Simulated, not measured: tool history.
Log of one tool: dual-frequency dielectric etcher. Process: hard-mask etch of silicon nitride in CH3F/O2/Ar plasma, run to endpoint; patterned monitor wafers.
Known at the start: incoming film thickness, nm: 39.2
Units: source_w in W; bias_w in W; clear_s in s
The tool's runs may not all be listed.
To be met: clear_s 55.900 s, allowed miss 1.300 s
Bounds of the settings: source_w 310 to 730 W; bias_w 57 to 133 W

run,hour,source_w,bias_w,clear_s
1,0.0,520,95,46.928
2,5.8,520,107,44.906
3,13.6,520,119,42.788
4,14.2,520,129,41.625
5,15.0,520,133,41.348
6,20.6,460,133,43.179
7,22.2,360,114,49.157
8,30.6,360,114,49.251
9,32.4,350,107,51.003

Which of these 5 next moves meets every target?
A,34.2,350,119,?
B,34.2,380,112,?
C,34.2,390,122,?
D,34.2,450,122,?
E,34.2,310,91,?

move,clear_s
A,49.143
B,48.875
C,46.975
D,44.762
E,56.288
A: further off than the last run
B: further off than the last run
C: further off than the last run
D: further off than the last run
E: meets every target
The right move is E.
